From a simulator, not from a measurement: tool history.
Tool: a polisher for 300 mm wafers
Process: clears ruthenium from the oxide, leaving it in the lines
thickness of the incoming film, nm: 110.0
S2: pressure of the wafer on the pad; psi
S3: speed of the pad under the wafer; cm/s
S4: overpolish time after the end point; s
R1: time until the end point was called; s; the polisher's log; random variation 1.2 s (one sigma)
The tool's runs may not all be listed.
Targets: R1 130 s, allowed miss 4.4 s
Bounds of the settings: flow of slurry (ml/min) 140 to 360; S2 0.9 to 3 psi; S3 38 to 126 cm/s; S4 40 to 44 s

Run 1, hour 0: flow of slurry (ml/min) 230, S2 1.9 psi, S3 82 cm/s, S4 40 s. Result: R1 174.55 s.
Run 2, hour 1.7: flow of slurry (ml/min) 230, S2 1.9 psi, S3 74 cm/s, S4 40 s. Result: R1 191.55 s.
Run 3, hour 10.1: flow of slurry (ml/min) 230, S2 2.1 psi, S3 74 cm/s, S4 40 s. Result: R1 183.65 s.
Run 4, hour 17.3: flow of slurry (ml/min) 230, S2 2.3 psi, S3 76 cm/s, S4 40 s. Result: R1 166.19 s.
Run 5, hour 21.7: flow of slurry (ml/min) 230, S2 2.3 psi, S3 76 cm/s, S4 40 s. Result: R1 167.94 s.
Run 6, hour 23.1: flow of slurry (ml/min) 230, S2 2.3 psi, S3 76 cm/s, S4 44 s. Result: R1 169.29 s.
At hour 29.8: head pressure recalibrated.
Run 7, hour 29.8: flow of slurry (ml/min) 230, S2 2.5 psi, S3 76 cm/s, S4 44 s. Result: R1 149.34 s.
Run 8, hour 35.9: flow of slurry (ml/min) 235, S2 2.8 psi, S3 76 cm/s, S4 44 s. Result: R1 136.72 s.
Run 9, hour 44.6: flow of slurry (ml/min) 235, S2 2.9 psi, S3 76 cm/s, S4 44 s. Result: R1 134.83 s.

Which of these 5 next moves meets every target?
Run A, hour 53.3: flow of slurry (ml/min) 240, S2 2.9 psi, S3 74 cm/s, S4 44 s. Result: R1 ?.
Run B, hour 53.3: flow of slurry (ml/min) 235, S2 2.2 psi, S3 86 cm/s, S4 40 s. Result: R1 ?.
Run C, hour 53.3: flow of slurry (ml/min) 210, S2 2.6 psi, S3 86 cm/s, S4 42 s. Result: R1 ?.
Run D, hour 53.3: flow of slurry (ml/min) 270, S2 2.8 psi, S3 72 cm/s, S4 41 s. Result: R1 ?.
Run E, hour 53.3: flow of slurry (ml/min) 285, S2 3 psi, S3 66 cm/s, S4 40 s. Result: R1 ?.

move      R1
   A   137.8
   B  143.55
   C  130.61
   D  143.08
   E  147.49
A: further off than the last run
B: further off than the last run
C: meets every target
D: further off than the last run
E: further off than the last run
The right move is C.
